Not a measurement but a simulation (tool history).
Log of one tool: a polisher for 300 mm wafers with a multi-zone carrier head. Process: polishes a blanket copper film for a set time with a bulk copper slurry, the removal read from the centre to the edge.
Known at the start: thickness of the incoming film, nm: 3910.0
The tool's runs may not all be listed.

| run | hour | flow of slurry (ml/min) | pressure of the head's centre zone | pressure of the head's middle zone | pressure of the head's edge zone | abrasive content of the slurry | polishing time (s) | film removed at the wafer's centre (angstrom) | film removed at mid-radius (angstrom) | film removed at the wafer's edge (angstrom) |
|---|---|---|---|---|---|---|---|---|---|---|
| 1 | 0 | 280 | 1 | 1 | 1 | 1 | 33 | 2872 | 2859.4 | 2888.2 |
| 2 | 7.9 | 285 | 1.02 | 1.02 | 1.02 | 1.1 | 33 | 2989.4 | 3004.3 | 2897.7 |
| 3 | 10.8 | 250 | 1.02 | 1.02 | 1.02 | 1.1 | 33 | 2950.2 | 2983.2 | 2965 |
| 4 | 16.2 | 250 | 1.02 | 1.02 | 1.09 | 1.1 | 33 | 2933.5 | 2926.9 | 3037.9 |
| 5 | 21.9 | 250 | 1.02 | 0.96 | 1.09 | 1.1 | 33 | 2996.2 | 2802.4 | 3070.6 |
| 6 | 23.1 | 250 | 1.02 | 0.96 | 1.16 | 1.1 | 33 | 3009.1 | 2838.6 | 3093.8 |

Run 7 comes next. What will it give?
| 7 | 28.5 | 245 | 1.04 | 0.98 | 1.16 | 1.15 | 34 | ? | ? | ? |

Run 7 gave film removed at the wafer's centre (angstrom) 3131, film removed at mid-radius (angstrom) 2986.1, film removed at the wafer's edge (angstrom) 3242.6.
